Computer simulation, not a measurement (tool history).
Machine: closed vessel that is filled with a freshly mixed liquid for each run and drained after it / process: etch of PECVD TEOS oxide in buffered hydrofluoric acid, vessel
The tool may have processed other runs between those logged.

run  hour  temperature setpoint of the liquid (K)  parts of 40 % ammonium fluoride to one part of 49 % hydrofluoric acid (parts by volume)  time in the liquid (s)  thickness taken off the PECVD TEOS oxide on a monitor wafer (angstrom)
  1     0                                  296.15                                                                                       20                     105                                                                  897.45
  2   5.8                                  298.65                                                                                       16                     105                                                                  1265.7
  3   9.5                                  300.15                                                                                     13.5                     105                                                                  1611.6
  4  12.8                                  301.15                                                                                       12                     105                                                                  1926.4
  5  14.6                                  302.15                                                                                     11.5                     105                                                                  2081.4
  6  21.2                                  302.65                                                                                       11                     105                                                                  2281.3
  7  25.9                                  303.15                                                                                       11                     105                                                                  2365.1

Estimate the outcome of run 8 from the log above:
  8  26.5                                  303.65                                                                                       11                     105                                                                       ?

thickness taken off the PECVD TEOS oxide on a monitor wafer (angstrom): 2398.1
